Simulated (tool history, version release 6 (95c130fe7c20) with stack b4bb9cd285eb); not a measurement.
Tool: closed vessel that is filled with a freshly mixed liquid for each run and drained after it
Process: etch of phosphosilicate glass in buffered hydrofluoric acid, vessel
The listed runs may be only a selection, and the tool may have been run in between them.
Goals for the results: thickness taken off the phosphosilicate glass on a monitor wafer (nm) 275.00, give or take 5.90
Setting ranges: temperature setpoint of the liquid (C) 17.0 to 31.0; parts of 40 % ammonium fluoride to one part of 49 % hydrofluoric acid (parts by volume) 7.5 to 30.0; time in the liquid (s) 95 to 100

run	day	temperature setpoint of the liquid (C)	parts of 40 % ammonium fluoride to one part of 49 % hydrofluoric acid (parts by volume)	time in the liquid (s)	thickness taken off the phosphosilicate glass on a monitor wafer (nm)
1	0.000	23.0	22.0	95	345.35
2	0.096	23.0	16.0	95	463.33
3	0.242	25.0	16.0	95	515.16
4	0.629	24.0	16.5	95	464.76
5	0.971	24.0	16.5	95	469.86
6	1.292	23.0	17.0	95	425.52
7	1.433	22.5	17.0	95	420.15
8	1.762	18.5	22.0	95	263.55

Which of these 5 next moves meets every target?
A	2.092	19.5	24.5	95	?
B	2.092	20.5	23.0	95	?
C	2.092	17.0	18.5	95	?
D	2.092	19.5	23.5	100	?
E	2.092	19.5	23.0	95	?

move	thickness taken off the phosphosilicate glass on a monitor wafer (nm)
A	262.97
B	290.59
C	283.51
D	284.90
E	274.70
A: moves away from the targets compared with the last run
B: carries the result that was furthest off beyond its target, to the other side
C: carries the result that was furthest off beyond its target, to the other side
D: carries the result that was furthest off beyond its target, to the other side
E: meets every target
The move that meets every target is E.
